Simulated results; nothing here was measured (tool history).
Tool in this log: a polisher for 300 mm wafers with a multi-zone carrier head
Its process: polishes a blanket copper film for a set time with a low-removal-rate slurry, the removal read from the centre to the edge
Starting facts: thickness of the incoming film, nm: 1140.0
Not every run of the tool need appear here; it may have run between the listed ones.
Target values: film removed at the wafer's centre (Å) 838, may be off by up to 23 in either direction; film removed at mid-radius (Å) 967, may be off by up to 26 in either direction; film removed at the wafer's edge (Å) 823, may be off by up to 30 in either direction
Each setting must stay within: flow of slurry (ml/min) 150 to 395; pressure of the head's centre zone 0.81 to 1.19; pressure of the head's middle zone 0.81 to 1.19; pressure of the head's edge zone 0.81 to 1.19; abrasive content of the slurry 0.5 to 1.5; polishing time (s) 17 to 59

run  hour  flow of slurry (ml/min)  pressure of the head's centre zone  pressure of the head's middle zone  pressure of the head's edge zone  abrasive content of the slurry  polishing time (s)  film removed at the wafer's centre (Å)  film removed at mid-radius (Å)  film removed at the wafer's edge (Å)
  1     0                      250                                   1                                   1                                 1                               1                  38                                  1218.8                          1247.2                                1256.8
  2   2.7                      250                                   1                                   1                                 1                             1.2                  38                                  1234.9                          1276.8                                1295.4
  3   5.8                      250                                   1                                   1                                 1                             1.2                  34                                  1118.6                          1140.4                                1172.7
  4   9.5                      250                                0.91                                   1                                 1                             1.2                  34                                  1029.8                          1144.5                                1150.3
  5  11.1                      250                                0.91                                   1                                 1                            1.35                  34                                  1043.8                          1175.9                                1209.1
  6  16.9                      240                                0.89                                   1                              0.94                            1.05                  33                                  965.76                          1087.1                                1059.3
  7  23.8                      240                                0.89                                   1                              0.94                            1.05                  33                                  941.17                          1076.7                                1079.9
  8  28.7                      270                                0.92                                1.05                              0.91                            0.85                  31                                  907.47                          1024.7                                957.86
  9  33.5                      270                                0.92                                1.07                              0.88                            0.75                  31                                  880.01                          1037.2                                913.11
 10  36.9                      260                                0.93                                1.06                              0.86                             0.7                  31                                  879.83                          1001.5                                910.57
 11  38.8                      270                                0.94                                1.08                              0.85                            0.65                  30                                  861.71                          985.37                                863.11

Of the 4 settings listed for the next run, only one would bring every result within its allowed miss of target. Which one?
  A  40.7                      270                                0.89                                1.12                              0.85                             0.6                  29                                       ?                               ?                                     ?
  B  40.7                      255                                0.94                                1.18                              0.81                            0.55                  30                                       ?                               ?                                     ?
  C  40.7                      300                                0.95                                1.09                              0.84                             0.6                  29                                       ?                               ?                                     ?
  D  40.7                      220                                0.85                                1.05                              0.95                             0.5                  32                                       ?                               ?                                     ?

move  film removed at the wafer's centre (Å)  film removed at mid-radius (Å)  film removed at the wafer's edge (Å)
   A                                   794.6                          959.46                                 822.9
   B                                  845.39                          1020.4                                 819.3
   C                                  847.69                           946.3                                824.86
   D                                  805.05                          958.05                                920.32
A: brings the result that was furthest off to its target, and leaves another outside
B: brings the result that was furthest off to its target, and leaves another outside
C: all results in spec
D: the biggest miss grows against the last run
Answer: C
